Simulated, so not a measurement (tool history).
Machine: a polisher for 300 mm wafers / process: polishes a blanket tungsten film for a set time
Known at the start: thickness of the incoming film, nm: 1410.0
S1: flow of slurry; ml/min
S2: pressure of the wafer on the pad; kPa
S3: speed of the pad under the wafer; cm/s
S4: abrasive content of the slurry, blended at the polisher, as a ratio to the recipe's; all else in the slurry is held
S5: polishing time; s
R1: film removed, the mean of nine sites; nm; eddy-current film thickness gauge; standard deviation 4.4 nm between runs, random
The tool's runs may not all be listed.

run	hour	S1	S2	S3	S4	S5	R1
1	0.0	210	25.5	122	1.0	32	188.29
2	5.0	210	29.6	124	1.0	32	221.88
3	7.2	210	29.6	108	1.0	32	188.79
4	15.0	210	33.1	114	1.0	32	228.91
5	16.1	210	35.2	116	1.0	32	244.23
6	19.9	250	35.2	116	1.0	32	250.86
7	23.2	250	36.5	118	1.0	32	258.26

What does the tool deliver on the next run?
8	30.1	250	37.2	122	1.0	32	?

R1: 281.54 nm
